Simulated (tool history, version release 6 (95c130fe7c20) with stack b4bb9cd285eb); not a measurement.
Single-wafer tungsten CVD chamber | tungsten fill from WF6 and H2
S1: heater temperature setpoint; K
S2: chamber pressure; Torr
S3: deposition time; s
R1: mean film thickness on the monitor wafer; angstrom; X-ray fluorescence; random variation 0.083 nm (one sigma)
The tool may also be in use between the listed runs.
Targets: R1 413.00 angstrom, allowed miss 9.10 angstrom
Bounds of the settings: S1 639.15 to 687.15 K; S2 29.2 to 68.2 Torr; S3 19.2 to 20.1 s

run  hour      S1    S2    S3      R1
  1   0.0  663.15  48.7  20.1  624.50
  2   2.0  663.15  48.7  20.1  622.68
  3   2.9  663.15  48.7  20.1  625.42
  4  10.1  663.15  48.7  19.2  597.48
  5  13.0  671.15  48.7  19.2  710.34
  6  18.7  668.15  48.6  19.2  663.59
  7  23.0  666.15  48.5  19.2  634.97
  8  30.5  664.15  48.4  19.2  607.15
  9  37.7  662.15  48.3  19.2  579.66
 10  42.4  660.15  48.2  19.2  555.15
 11  50.4  659.15  48.1  19.2  542.97
 12  56.8  658.15  48.0  19.2  530.24
 13  63.3  657.15  47.9  19.2  516.15
 14  71.6  656.15  47.9  19.2  505.64
 15  75.9  656.15  47.9  19.2  504.26

4 next moves are on the table. One of them brings every result within its allowed miss. Which?
  A  80.2  645.15  50.0  19.2   ?
  B  80.2  646.15  42.8  19.9   ?
  C  80.2  663.15  45.5  19.2   ?
  D  80.2  645.15  52.1  19.5   ?

move      R1
   A  397.05
   B  392.85
   C  577.05
   D  410.81
A: takes the result that was furthest off past its target
B: takes the result that was furthest off past its target
C: further off than the last run
D: meets every target
The right move is D.
